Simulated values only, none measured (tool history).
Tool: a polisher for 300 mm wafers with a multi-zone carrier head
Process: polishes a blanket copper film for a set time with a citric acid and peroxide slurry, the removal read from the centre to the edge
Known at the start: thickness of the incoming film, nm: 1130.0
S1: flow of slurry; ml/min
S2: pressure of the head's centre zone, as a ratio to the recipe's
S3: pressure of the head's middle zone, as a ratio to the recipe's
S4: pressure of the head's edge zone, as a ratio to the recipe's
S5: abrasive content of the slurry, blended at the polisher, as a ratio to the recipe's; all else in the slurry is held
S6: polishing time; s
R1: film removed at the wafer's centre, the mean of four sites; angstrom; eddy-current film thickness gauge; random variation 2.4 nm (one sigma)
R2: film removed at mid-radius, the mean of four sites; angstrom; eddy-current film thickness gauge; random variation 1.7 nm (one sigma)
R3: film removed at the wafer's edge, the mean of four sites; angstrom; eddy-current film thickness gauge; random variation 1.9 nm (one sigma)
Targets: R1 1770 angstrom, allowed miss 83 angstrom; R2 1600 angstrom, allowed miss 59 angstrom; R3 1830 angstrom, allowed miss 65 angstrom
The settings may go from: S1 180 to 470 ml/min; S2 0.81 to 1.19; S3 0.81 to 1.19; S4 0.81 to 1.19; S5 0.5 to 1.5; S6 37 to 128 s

run  hour   S1    S2    S3    S4    S5  S6      R1      R2      R3
  1     0  300     1     1     1     1  82  1494.5  1491.6    1563
  2   2.9  300  1.06     1     1     1  82  1599.6  1459.1  1569.2
  3  10.4  300  1.06  1.01  1.03  1.05  82  1621.5  1502.3  1612.9
  4  11.6  300  1.07  1.01  1.06   1.1  82  1689.4  1593.7  1641.5
  5    15  300     1  1.01  1.06   1.1  82    1538  1539.7    1642
  6  21.2  300     1  1.01  1.06   1.1  90  1672.1    1687  1777.8
  7  29.2  300  1.01  0.99  1.07   1.1  90  1779.7  1684.6  1813.9
  8  32.7  285  0.98  0.93   1.1  1.05  90  1624.9  1584.7  1781.5

Which of these 5 next moves meets every target?
  A  36.2  235  0.86  0.94  1.12  1.1  89   ?   ?   ?
  B  36.2  310  1.06  0.99  1.03  1.1  86   ?   ?   ?
  C  36.2  285  1.05  0.93  1.06  1.2  80   ?   ?   ?
  D  36.2  340  1.04  0.99  1.02  1.3  81   ?   ?   ?
  E  36.2  265  1.06  0.96  1.15  1.3  84   ?   ?   ?

move      R1      R2      R3
   A  1417.2  1567.4  1795.1
   B  1727.3  1598.7  1692.8
   C  1622.1  1452.9  1630.6
   D  1686.8  1590.6  1674.4
   E  1750.5  1587.6  1812.4
A: further off than the last run
B: brings the result that was furthest off to its target, and leaves another outside
C: further off than the last run
D: further off than the last run
E: meets every target
The right move is E.

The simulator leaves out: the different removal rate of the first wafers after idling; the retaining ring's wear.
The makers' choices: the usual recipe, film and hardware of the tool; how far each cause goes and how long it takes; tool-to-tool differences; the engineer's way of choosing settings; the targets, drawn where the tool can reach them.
